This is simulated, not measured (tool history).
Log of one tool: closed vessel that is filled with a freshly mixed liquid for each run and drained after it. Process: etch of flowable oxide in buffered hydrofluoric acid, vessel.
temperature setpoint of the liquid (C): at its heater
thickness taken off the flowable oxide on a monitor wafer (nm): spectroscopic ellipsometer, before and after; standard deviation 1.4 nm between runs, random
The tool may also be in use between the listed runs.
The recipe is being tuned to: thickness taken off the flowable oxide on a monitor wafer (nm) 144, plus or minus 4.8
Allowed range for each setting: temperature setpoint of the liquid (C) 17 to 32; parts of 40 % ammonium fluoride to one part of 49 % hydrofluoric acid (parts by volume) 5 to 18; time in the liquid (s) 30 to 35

| run | hour | temperature setpoint of the liquid (C) | parts of 40 % ammonium fluoride to one part of 49 % hydrofluoric acid (parts by volume) | time in the liquid (s) | thickness taken off the flowable oxide on a monitor wafer (nm) |
|---|---|---|---|---|---|
| 1 | 0 | 24 | 11 | 35 | 107.58 |
| 2 | 6.1 | 24 | 13.5 | 35 | 86.697 |
| 3 | 15.4 | 26.5 | 13 | 35 | 106.91 |
| 4 | 17.5 | 26.5 | 13 | 35 | 103.83 |
| 5 | 22.5 | 26.5 | 13 | 35 | 105.39 |
| 6 | 26.6 | 28 | 13 | 35 | 114.28 |
| 7 | 28.2 | 29.5 | 13 | 35 | 124.98 |
| 8 | 35.9 | 30.5 | 13 | 35 | 130.8 |
| 9 | 44.9 | 31 | 13 | 35 | 131.64 |
| 10 | 51.3 | 31.5 | 13 | 35 | 133.91 |

5 next moves are on the table. One of them brings every result within its allowed miss. Which?
| A | 57.7 | 29 | 10 | 35 | ? |
| B | 57.7 | 31.5 | 11.5 | 35 | ? |
| C | 57.7 | 31 | 12 | 35 | ? |
| D | 57.7 | 27 | 7.5 | 30 | ? |
| E | 57.7 | 32 | 10 | 30 | ? |

| move | thickness taken off the flowable oxide on a monitor wafer (nm) |
|---|---|
| A | 153.83 |
| B | 153.07 |
| C | 143.08 |
| D | 154.34 |
| E | 154.24 |
A: pushes the last run's worst result past its target
B: pushes the last run's worst result past its target
C: hits every target within its allowed miss
D: pushes the last run's worst result past its target
E: pushes the last run's worst result past its target
So the answer is move C, the one that meets all the targets.
